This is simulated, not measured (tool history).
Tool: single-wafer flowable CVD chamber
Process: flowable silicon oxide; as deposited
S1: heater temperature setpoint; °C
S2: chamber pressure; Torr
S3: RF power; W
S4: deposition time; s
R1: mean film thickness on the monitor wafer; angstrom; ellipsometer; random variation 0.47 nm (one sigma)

run 1 hour=0.0 | S1=105 S2=0.681 S3=1710 S4=607 | R1=2212.6
run 2 hour=3.8 | S1=106 S2=0.681 S3=1710 S4=607 | R1=2135.0
run 3 hour=9.6 | S1=106 S2=0.681 S3=1710 S4=607 | R1=2136.5
run 4 hour=13.4 | S1=112 S2=0.681 S3=1710 S4=607 | R1=1728.0
run 5 hour=20.9 | S1=111 S2=0.681 S3=1710 S4=607 | R1=1784.5
run 6 hour=26.3 | S1=111 S2=0.586 S3=1710 S4=607 | R1=1546.3

The next listed run, before its measurement:
run 7 hour=34.6 | S1=105 S2=0.586 S3=1710 S4=607 | R1=?

R1: 1927.3 angstrom
